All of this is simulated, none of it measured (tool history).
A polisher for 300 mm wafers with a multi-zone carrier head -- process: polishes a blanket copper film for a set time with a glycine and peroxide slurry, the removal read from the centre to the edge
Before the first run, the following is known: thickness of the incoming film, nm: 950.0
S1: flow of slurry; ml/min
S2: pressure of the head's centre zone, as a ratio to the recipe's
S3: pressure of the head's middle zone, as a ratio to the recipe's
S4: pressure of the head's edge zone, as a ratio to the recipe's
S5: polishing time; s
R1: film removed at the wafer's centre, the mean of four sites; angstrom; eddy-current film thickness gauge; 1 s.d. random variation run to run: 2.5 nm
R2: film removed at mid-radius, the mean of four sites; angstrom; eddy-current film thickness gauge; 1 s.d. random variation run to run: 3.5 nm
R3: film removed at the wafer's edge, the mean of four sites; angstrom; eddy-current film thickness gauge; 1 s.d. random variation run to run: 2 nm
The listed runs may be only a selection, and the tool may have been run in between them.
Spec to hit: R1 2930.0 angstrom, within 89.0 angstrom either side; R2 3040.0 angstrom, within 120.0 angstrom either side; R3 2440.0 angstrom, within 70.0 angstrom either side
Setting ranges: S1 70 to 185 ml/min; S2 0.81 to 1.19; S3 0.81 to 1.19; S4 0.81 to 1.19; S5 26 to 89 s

Run 1, hour 0.0: S1 120 ml/min, S2 1.00, S3 1.00, S4 1.00, S5 57 s. Result: R1 2484.9 angstrom, R2 2556.0 angstrom, R3 2448.3 angstrom.
Run 2, hour 6.8: S1 120 ml/min, S2 1.00, S3 0.92, S4 1.00, S5 57 s. Result: R1 2474.9 angstrom, R2 2417.1 angstrom, R3 2508.7 angstrom.
Run 3, hour 10.8: S1 95 ml/min, S2 1.00, S3 0.92, S4 1.00, S5 57 s. Result: R1 2389.5 angstrom, R2 2286.2 angstrom, R3 2418.9 angstrom.
Run 4, hour 15.3: S1 105 ml/min, S2 1.02, S3 0.95, S4 0.99, S5 57 s. Result: R1 2484.9 angstrom, R2 2405.1 angstrom, R3 2415.7 angstrom.
Run 5, hour 18.2: S1 75 ml/min, S2 1.02, S3 0.95, S4 0.99, S5 57 s. Result: R1 2289.2 angstrom, R2 2277.5 angstrom, R3 2324.2 angstrom.
Run 6, hour 20.3: S1 75 ml/min, S2 1.02, S3 0.95, S4 0.99, S5 50 s. Result: R1 2023.7 angstrom, R2 1978.9 angstrom, R3 2038.9 angstrom.
Run 7, hour 27.6: S1 90 ml/min, S2 1.04, S3 0.99, S4 1.00, S5 51 s. Result: R1 2201.9 angstrom, R2 2139.4 angstrom, R3 2141.4 angstrom.
Run 8, hour 31.1: S1 105 ml/min, S2 1.05, S3 1.03, S4 1.00, S5 52 s. Result: R1 2314.5 angstrom, R2 2302.9 angstrom, R3 2227.2 angstrom.

Which single option among these 4 for the next run brings every result within its allowed miss of target? Just one does.
Run A, hour 34.6: S1 130 ml/min, S2 1.14, S3 1.07, S4 0.81, S5 58 s. Result: R1 ?, R2 ?, R3 ?.
Run B, hour 34.6: S1 115 ml/min, S2 1.12, S3 1.15, S4 0.86, S5 61 s. Result: R1 ?, R2 ?, R3 ?.
Run C, hour 34.6: S1 125 ml/min, S2 1.14, S3 1.11, S4 0.92, S5 55 s. Result: R1 ?, R2 ?, R3 ?.
Run D, hour 34.6: S1 105 ml/min, S2 0.84, S3 1.14, S4 0.99, S5 61 s. Result: R1 ?, R2 ?, R3 ?.

move      R1      R2      R3
   A  2937.5  2811.0  2338.8
   B  2968.0  3079.2  2486.2
   C  2765.3  2732.0  2336.4
   D  2236.7  3009.8  2624.7
A: gets the furthest-off result to its target, but another result is out of tolerance
B: every result lands within tolerance
C: nearer than the last run, and not there yet
D: the biggest miss grows against the last run
The move that meets every target is B.
